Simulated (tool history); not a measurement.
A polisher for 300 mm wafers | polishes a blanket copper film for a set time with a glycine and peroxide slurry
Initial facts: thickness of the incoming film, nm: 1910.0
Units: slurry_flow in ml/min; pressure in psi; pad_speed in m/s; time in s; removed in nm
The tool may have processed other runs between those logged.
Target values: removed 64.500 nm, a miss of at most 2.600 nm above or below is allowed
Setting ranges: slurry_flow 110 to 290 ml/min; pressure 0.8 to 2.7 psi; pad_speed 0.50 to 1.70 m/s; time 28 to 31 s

Run 1, hour 0.0: slurry_flow 185 ml/min, pressure 1.7 psi, pad_speed 1.10 m/s, time 31 s. Result: removed 109.700 nm.
Run 2, hour 2.5: slurry_flow 185 ml/min, pressure 1.3 psi, pad_speed 1.10 m/s, time 31 s. Result: removed 91.852 nm.
Run 3, hour 6.4: slurry_flow 185 ml/min, pressure 1.6 psi, pad_speed 1.10 m/s, time 31 s. Result: removed 107.300 nm.
Run 4, hour 12.7: slurry_flow 185 ml/min, pressure 1.3 psi, pad_speed 1.04 m/s, time 31 s. Result: removed 90.050 nm.
Run 5, hour 16.7: slurry_flow 185 ml/min, pressure 1.3 psi, pad_speed 1.18 m/s, time 31 s. Result: removed 97.738 nm.
Run 6, hour 21.6: slurry_flow 185 ml/min, pressure 1.1 psi, pad_speed 1.18 m/s, time 31 s. Result: removed 89.110 nm.
Run 7, hour 29.1: slurry_flow 185 ml/min, pressure 1.0 psi, pad_speed 1.10 m/s, time 31 s. Result: removed 81.621 nm.
Run 8, hour 34.2: slurry_flow 185 ml/min, pressure 0.9 psi, pad_speed 1.02 m/s, time 31 s. Result: removed 72.451 nm.
Run 9, hour 42.3: slurry_flow 185 ml/min, pressure 0.9 psi, pad_speed 1.00 m/s, time 31 s. Result: removed 73.593 nm.
Run 10, hour 43.7: slurry_flow 185 ml/min, pressure 0.9 psi, pad_speed 0.96 m/s, time 31 s. Result: removed 70.460 nm.
Run 11, hour 45.5: slurry_flow 185 ml/min, pressure 0.9 psi, pad_speed 0.94 m/s, time 31 s. Result: removed 70.152 nm.
Run 12, hour 52.1: slurry_flow 185 ml/min, pressure 0.9 psi, pad_speed 0.92 m/s, time 31 s. Result: removed 69.228 nm.

Below are 5 possible settings for the next run. Only one of them brings all results inside the allowed miss of their targets. Which is it?
Run A, hour 58.7: slurry_flow 150 ml/min, pressure 1.0 psi, pad_speed 0.92 m/s, time 31 s. Result: removed ?.
Run B, hour 58.7: slurry_flow 160 ml/min, pressure 1.1 psi, pad_speed 1.04 m/s, time 30 s. Result: removed ?.
Run C, hour 58.7: slurry_flow 195 ml/min, pressure 0.8 psi, pad_speed 1.04 m/s, time 28 s. Result: removed ?.
Run D, hour 58.7: slurry_flow 180 ml/min, pressure 1.0 psi, pad_speed 1.10 m/s, time 31 s. Result: removed ?.
Run E, hour 58.7: slurry_flow 190 ml/min, pressure 0.8 psi, pad_speed 0.86 m/s, time 29 s. Result: removed ?.

move  removed
   A   69.815
   B   77.534
   C   64.653
   D   81.048
   E   59.493
A: misses by more than the last run did
B: misses by more than the last run did
C: hits every target within its allowed miss
D: misses by more than the last run did
E: carries the result that was furthest off beyond its target, to the other side
Move C is the one to make.
